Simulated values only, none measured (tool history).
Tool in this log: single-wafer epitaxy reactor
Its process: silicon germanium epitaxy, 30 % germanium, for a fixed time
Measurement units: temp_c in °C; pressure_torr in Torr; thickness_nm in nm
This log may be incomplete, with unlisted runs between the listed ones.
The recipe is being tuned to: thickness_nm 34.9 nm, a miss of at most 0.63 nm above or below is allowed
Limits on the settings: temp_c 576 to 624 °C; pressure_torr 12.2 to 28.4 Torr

{"run": 1, "hour": 0.0, "temp_c": 600, "pressure_torr": 20.3, "thickness_nm": 55.821}
{"run": 2, "hour": 6.2, "temp_c": 596, "pressure_torr": 20, "thickness_nm": 51.429}
{"run": 3, "hour": 11.1, "temp_c": 592, "pressure_torr": 19.8, "thickness_nm": 47.491}
{"run": 4, "hour": 15.9, "temp_c": 592, "pressure_torr": 22.3, "thickness_nm": 50.845}
{"run": 5, "hour": 20.5, "temp_c": 592, "pressure_torr": 21, "thickness_nm": 48.668}
{"run": 6, "hour": 26.3, "temp_c": 589, "pressure_torr": 20.8, "thickness_nm": 46.052}
{"run": 7, "hour": 33.4, "temp_c": 587, "pressure_torr": 20.5, "thickness_nm": 43.962}
{"run": 8, "hour": 37.1, "temp_c": 576, "pressure_torr": 19, "thickness_nm": 33.951}

Which single option among these 5 for the next run brings every result within its allowed miss of target? Just one does.
{"run": "A", "hour": 40.8, "temp_c": 580, "pressure_torr": 17.5, "thickness_nm": "?"}
{"run": "B", "hour": 40.8, "temp_c": 579, "pressure_torr": 17, "thickness_nm": "?"}
{"run": "C", "hour": 40.8, "temp_c": 576, "pressure_torr": 18.2, "thickness_nm": "?"}
{"run": "D", "hour": 40.8, "temp_c": 576, "pressure_torr": 18.5, "thickness_nm": "?"}
{"run": "E", "hour": 40.8, "temp_c": 580, "pressure_torr": 16.5, "thickness_nm": "?"}

move=A thickness_nm=34.655
move=B thickness_nm=33.347
move=C thickness_nm=32.856
move=D thickness_nm=33.196
move=E thickness_nm=33.335
A: hits every target within its allowed miss
B: further off than the last run
C: further off than the last run
D: further off than the last run
E: further off than the last run
So the answer is move A, the one that meets all the targets.
